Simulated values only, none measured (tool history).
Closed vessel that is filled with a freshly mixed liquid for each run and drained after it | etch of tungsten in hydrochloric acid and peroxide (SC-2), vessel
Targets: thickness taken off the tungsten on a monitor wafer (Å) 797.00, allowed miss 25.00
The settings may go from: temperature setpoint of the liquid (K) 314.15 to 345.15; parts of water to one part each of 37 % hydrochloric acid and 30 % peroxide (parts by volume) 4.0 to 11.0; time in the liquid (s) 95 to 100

run	hour	temperature setpoint of the liquid (K)	parts of water to one part each of 37 % hydrochloric acid and 30 % peroxide (parts by volume)	time in the liquid (s)	thickness taken off the tungsten on a monitor wafer (Å)
1	0.0	330.15	6.0	95	530.58
2	7.4	333.15	6.0	95	655.10
3	11.6	333.65	6.0	95	660.56
4	13.4	333.65	7.0	95	590.95
5	15.6	333.65	8.0	95	525.28
6	21.8	334.65	8.0	95	564.11
7	29.0	335.15	8.0	95	581.62
8	33.9	335.15	8.0	95	591.02
# hour 39.8: chemicals flow meter replaced
9	39.8	335.65	8.0	95	630.78
10	46.3	336.15	8.0	95	656.01
11	49.6	336.65	8.0	95	687.27
12	56.5	337.65	8.0	95	714.48

Which of these 4 next moves meets every target?
A	63.4	338.15	8.0	95	?
B	63.4	338.65	8.0	100	?
C	63.4	338.65	9.0	100	?
D	63.4	339.65	9.5	95	?

move	thickness taken off the tungsten on a monitor wafer (Å)
A	743.01
B	806.25
C	732.96
D	707.60
A: nearer than the last run, and not there yet
B: meets every target
C: nearer than the last run, and not there yet
D: further off than the last run
Move B is the one to make.

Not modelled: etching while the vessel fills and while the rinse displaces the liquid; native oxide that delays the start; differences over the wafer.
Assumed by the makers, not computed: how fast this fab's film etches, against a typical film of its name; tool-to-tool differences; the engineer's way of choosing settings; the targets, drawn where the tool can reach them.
